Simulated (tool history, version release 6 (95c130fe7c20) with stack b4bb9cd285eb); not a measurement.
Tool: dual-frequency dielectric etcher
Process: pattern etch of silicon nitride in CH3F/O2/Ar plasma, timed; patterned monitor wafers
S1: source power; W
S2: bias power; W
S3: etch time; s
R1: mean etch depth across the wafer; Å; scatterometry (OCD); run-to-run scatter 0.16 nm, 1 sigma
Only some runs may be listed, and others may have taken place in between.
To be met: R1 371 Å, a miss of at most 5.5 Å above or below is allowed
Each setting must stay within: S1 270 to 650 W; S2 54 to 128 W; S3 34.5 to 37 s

Run 1, day 0: S1 460 W, S2 91 W, S3 37 s. Result: R1 302.87 Å.
Run 2, day 0.117: S1 460 W, S2 91 W, S3 34.5 s. Result: R1 282.78 Å.
Run 3, day 0.383: S1 410 W, S2 91 W, S3 34.5 s. Result: R1 264.84 Å.
Run 4, day 0.754: S1 410 W, S2 91 W, S3 37 s. Result: R1 285.49 Å.
Run 5, day 1: S1 450 W, S2 92 W, S3 37 s. Result: R1 300.96 Å.
Run 6, day 1.038: S1 520 W, S2 92 W, S3 37 s. Result: R1 322.68 Å.
Run 7, day 1.212: S1 620 W, S2 98 W, S3 37 s. Result: R1 354.59 Å.
Run 8, day 1.338: S1 630 W, S2 99 W, S3 37 s. Result: R1 359.05 Å.
Run 9, day 1.571: S1 630 W, S2 100 W, S3 37 s. Result: R1 361.98 Å.

Which single option among these 5 for the next run brings every result within its allowed miss of target? Just one does.
Run A, day 1.804: S1 650 W, S2 128 W, S3 35.5 s. Result: R1 ?.
Run B, day 1.804: S1 640 W, S2 100 W, S3 36 s. Result: R1 ?.
Run C, day 1.804: S1 610 W, S2 99 W, S3 37 s. Result: R1 ?.
Run D, day 1.804: S1 650 W, S2 100 W, S3 36.5 s. Result: R1 ?.
Run E, day 1.804: S1 630 W, S2 108 W, S3 36 s. Result: R1 ?.

move      R1
   A  372.06
   B  352.58
   C  353.58
   D  360.03
   E  356.47
A: all results land within tolerance of their targets
B: misses by more than the last run did
C: misses by more than the last run did
D: misses by more than the last run did
E: misses by more than the last run did
Go with A: it meets all targets.

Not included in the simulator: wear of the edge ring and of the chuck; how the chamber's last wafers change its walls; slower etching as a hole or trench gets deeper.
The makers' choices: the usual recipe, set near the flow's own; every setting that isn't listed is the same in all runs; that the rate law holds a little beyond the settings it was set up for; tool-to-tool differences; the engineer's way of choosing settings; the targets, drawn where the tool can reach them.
